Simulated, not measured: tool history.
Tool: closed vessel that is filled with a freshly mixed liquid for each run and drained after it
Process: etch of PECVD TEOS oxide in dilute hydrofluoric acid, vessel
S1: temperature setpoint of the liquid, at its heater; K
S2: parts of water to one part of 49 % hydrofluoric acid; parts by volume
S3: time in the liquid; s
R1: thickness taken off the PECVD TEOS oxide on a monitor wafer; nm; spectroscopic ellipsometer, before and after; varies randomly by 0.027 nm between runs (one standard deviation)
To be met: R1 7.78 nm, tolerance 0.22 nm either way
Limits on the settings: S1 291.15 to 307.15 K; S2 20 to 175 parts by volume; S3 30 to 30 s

run  hour      S1  S2  S3      R1
  1     0  299.15  95  30  5.5886
  2     6  300.15  95  30  5.8318
  3  10.6  298.65  95  30  5.4767
  4  11.2  302.15  95  30  6.2673
  5  18.8  302.65  95  30  6.3844
  6  24.2  302.65  95  30   6.383
  7  29.9  303.15  95  30  6.5151
  8  33.8  307.15  90  30  8.0086

Exercise: of the 4 proposed moves below, exactly one satisfies all targets within the stated allowed misses. Which move is it?
  A  37.7  302.65  80  30   ?
  B  37.7  307.15  85  30   ?
  C  37.7  306.15  95  30   ?
  D  37.7  301.15  80  30   ?

move      R1
   A  7.7906
   B  8.6143
   C  7.3154
   D  7.3525
A: in spec on every target
B: moves away from the targets compared with the last run
C: moves the result that the last run missed by most past its target, out the other side
D: moves the result that the last run missed by most past its target, out the other side
Answer: A

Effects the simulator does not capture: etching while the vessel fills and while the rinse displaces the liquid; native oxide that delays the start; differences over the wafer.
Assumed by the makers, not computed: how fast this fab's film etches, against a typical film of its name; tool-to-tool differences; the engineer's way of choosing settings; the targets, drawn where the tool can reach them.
